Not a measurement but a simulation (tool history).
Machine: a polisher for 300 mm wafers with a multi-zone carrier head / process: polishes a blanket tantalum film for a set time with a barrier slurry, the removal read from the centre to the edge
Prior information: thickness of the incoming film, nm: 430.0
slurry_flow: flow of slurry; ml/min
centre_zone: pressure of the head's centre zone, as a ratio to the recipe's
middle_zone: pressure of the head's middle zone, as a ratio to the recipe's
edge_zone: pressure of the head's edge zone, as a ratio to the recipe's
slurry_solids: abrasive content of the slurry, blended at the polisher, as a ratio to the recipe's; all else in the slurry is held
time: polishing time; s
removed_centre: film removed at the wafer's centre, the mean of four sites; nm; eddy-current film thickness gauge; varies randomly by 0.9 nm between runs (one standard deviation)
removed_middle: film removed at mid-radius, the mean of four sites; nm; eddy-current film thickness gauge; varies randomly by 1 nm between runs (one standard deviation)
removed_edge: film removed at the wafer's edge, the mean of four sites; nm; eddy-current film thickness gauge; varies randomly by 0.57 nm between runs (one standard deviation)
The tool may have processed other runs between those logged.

{"run": 1, "hour": 0.0, "slurry_flow": 270, "centre_zone": 1, "middle_zone": 1, "edge_zone": 1, "slurry_solids": 1, "time": 87, "removed_centre": 90.088, "removed_middle": 91.935, "removed_edge": 91.852}
{"run": 2, "hour": 3.1, "slurry_flow": 270, "centre_zone": 0.99, "middle_zone": 0.99, "edge_zone": 0.98, "slurry_solids": 0.9, "time": 86, "removed_centre": 89.81, "removed_middle": 87.593, "removed_edge": 88.168}
{"run": 3, "hour": 5.1, "slurry_flow": 270, "centre_zone": 0.99, "middle_zone": 0.99, "edge_zone": 0.98, "slurry_solids": 0.8, "time": 86, "removed_centre": 86.02, "removed_middle": 86.043, "removed_edge": 84.532}
{"run": 4, "hour": 9.5, "slurry_flow": 320, "centre_zone": 0.99, "middle_zone": 0.99, "edge_zone": 0.98, "slurry_solids": 0.8, "time": 86, "removed_centre": 86.065, "removed_middle": 86.925, "removed_edge": 86.245}
{"run": 5, "hour": 16.8, "slurry_flow": 320, "centre_zone": 0.99, "middle_zone": 0.99, "edge_zone": 0.98, "slurry_solids": 0.8, "time": 67, "removed_centre": 66.863, "removed_middle": 66.639, "removed_edge": 66.694}
{"run": 6, "hour": 24.0, "slurry_flow": 320, "centre_zone": 0.99, "middle_zone": 1, "edge_zone": 0.99, "slurry_solids": 0.85, "time": 67, "removed_centre": 67.721, "removed_middle": 68.982, "removed_edge": 68.287}
{"run": 7, "hour": 28.0, "slurry_flow": 320, "centre_zone": 0.99, "middle_zone": 1.01, "edge_zone": 1, "slurry_solids": 0.85, "time": 67, "removed_centre": 68.282, "removed_middle": 68.649, "removed_edge": 68.499}

Forecast run 8:
{"run": 8, "hour": 36.1, "slurry_flow": 320, "centre_zone": 0.99, "middle_zone": 1.02, "edge_zone": 1, "slurry_solids": 0.85, "time": 67, "removed_centre": "?", "removed_middle": "?", "removed_edge": "?"}

removed_centre: 68.432 nm
removed_middle: 71.658 nm
removed_edge: 68.012 nm

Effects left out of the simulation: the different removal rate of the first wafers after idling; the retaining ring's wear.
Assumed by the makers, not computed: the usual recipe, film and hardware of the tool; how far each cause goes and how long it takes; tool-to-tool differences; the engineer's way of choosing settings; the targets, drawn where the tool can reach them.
